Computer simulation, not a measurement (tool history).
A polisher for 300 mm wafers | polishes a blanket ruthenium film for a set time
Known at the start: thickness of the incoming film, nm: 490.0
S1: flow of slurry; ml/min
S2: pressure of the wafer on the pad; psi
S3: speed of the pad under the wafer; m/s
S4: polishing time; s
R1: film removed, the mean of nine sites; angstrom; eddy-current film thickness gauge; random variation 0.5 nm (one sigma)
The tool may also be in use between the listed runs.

run	day	S1	S2	S3	S4	R1
1	0.000	150	2.7	0.98	64	1077.60
2	0.279	150	2.7	0.98	58	977.08
3	0.462	150	2.7	0.74	58	762.61
4	0.488	160	2.7	0.74	58	765.06
5	0.546	165	2.7	0.74	58	773.53
6	0.708	170	2.7	0.74	58	769.98

Forecast run 7:
7	0.983	175	2.8	0.74	58	?

Run 7 gave R1 801.66 angstrom.
